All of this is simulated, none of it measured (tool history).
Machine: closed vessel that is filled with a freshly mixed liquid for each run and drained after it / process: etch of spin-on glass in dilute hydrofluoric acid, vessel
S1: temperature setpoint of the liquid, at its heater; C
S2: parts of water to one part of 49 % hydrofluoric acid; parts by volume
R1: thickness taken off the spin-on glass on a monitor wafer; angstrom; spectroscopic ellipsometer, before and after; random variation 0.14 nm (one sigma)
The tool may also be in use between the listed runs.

{"run": 1, "hour": 0.0, "S1": 22, "S2": 110, "time in the liquid (s)": 35, "R1": 201.6}
{"run": 2, "hour": 3.9, "S1": 22, "S2": 90, "time in the liquid (s)": 35, "R1": 248.52}
{"run": 3, "hour": 10.4, "S1": 21, "S2": 95, "time in the liquid (s)": 35, "R1": 229.02}
{"run": 4, "hour": 16.9, "S1": 21, "S2": 95, "time in the liquid (s)": 30, "R1": 192.04}
{"run": 5, "hour": 23.3, "S1": 23, "S2": 95, "time in the liquid (s)": 30, "R1": 207.71}
{"run": 6, "hour": 25.5, "S1": 22, "S2": 100, "time in the liquid (s)": 30, "R1": 188.45}

Forecast run 7:
{"run": 7, "hour": 27.4, "S1": 21, "S2": 100, "time in the liquid (s)": 30, "R1": "?"}

{"run 7": {"R1": 182.76}}
